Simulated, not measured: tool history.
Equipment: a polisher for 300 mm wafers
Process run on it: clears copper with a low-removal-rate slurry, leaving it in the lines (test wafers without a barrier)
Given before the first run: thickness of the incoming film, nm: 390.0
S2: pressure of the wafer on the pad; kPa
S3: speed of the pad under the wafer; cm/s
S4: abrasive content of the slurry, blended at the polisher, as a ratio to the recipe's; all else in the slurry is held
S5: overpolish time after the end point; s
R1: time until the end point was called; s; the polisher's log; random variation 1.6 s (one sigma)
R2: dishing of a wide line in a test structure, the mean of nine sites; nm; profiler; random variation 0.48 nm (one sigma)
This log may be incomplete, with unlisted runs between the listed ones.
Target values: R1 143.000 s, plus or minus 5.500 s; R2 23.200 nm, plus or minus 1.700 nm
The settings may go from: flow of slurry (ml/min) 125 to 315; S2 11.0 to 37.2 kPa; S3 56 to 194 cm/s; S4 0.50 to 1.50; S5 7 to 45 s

run 1 hour=0.0 | flow_of_slurry_(ml/min)=205 S2=24.1 S3=124 S4=1.00 S5=23 | R1=99.505 R2=33.059
run 2 hour=5.3 | flow_of_slurry_(ml/min)=205 S2=21.4 S3=124 S4=1.00 S5=20 | R1=113.070 R2=28.747
run 3 hour=12.9 | flow_of_slurry_(ml/min)=205 S2=19.3 S3=124 S4=1.00 S5=19 | R1=121.560 R2=26.417
run 4 hour=14.8 | flow_of_slurry_(ml/min)=205 S2=19.3 S3=124 S4=1.00 S5=13 | R1=124.890 R2=21.257
run 5 hour=16.4 | flow_of_slurry_(ml/min)=205 S2=19.3 S3=124 S4=0.90 S5=13 | R1=126.700 R2=21.731
run 6 hour=20.3 | flow_of_slurry_(ml/min)=170 S2=19.3 S3=124 S4=0.90 S5=13 | R1=130.810 R2=21.214
run 7 hour=23.8 | flow_of_slurry_(ml/min)=165 S2=18.6 S3=124 S4=0.90 S5=15 | R1=135.650 R2=21.461
run 8 hour=29.3 | flow_of_slurry_(ml/min)=160 S2=18.6 S3=124 S4=0.90 S5=16 | R1=137.640 R2=22.751
run 9 hour=37.2 | flow_of_slurry_(ml/min)=155 S2=18.6 S3=124 S4=0.90 S5=16 | R1=136.210 R2=22.882

Pick the move, out of 5, that brings all results within their allowed miss; only one does.
run A hour=45.1 | flow_of_slurry_(ml/min)=155 S2=22.1 S3=118 S4=0.80 S5=14 | R1=? R2=?
run B hour=45.1 | flow_of_slurry_(ml/min)=145 S2=18.6 S3=122 S4=0.90 S5=22 | R1=? R2=?
run C hour=45.1 | flow_of_slurry_(ml/min)=165 S2=17.9 S3=132 S4=1.05 S5=16 | R1=? R2=?
run D hour=45.1 | flow_of_slurry_(ml/min)=200 S2=17.2 S3=130 S4=0.70 S5=17 | R1=? R2=?
run E hour=45.1 | flow_of_slurry_(ml/min)=170 S2=20.7 S3=120 S4=1.00 S5=15 | R1=? R2=?

move=A R1=127.630 R2=22.957
move=B R1=143.390 R2=27.813
move=C R1=130.490 R2=24.405
move=D R1=146.360 R2=23.556
move=E R1=125.530 R2=24.183
A: moves away from the targets compared with the last run
B: puts the biggest miss on target and leaves a different result outside tolerance
C: moves away from the targets compared with the last run
D: meets every target
E: moves away from the targets compared with the last run
The move that meets every target is D.
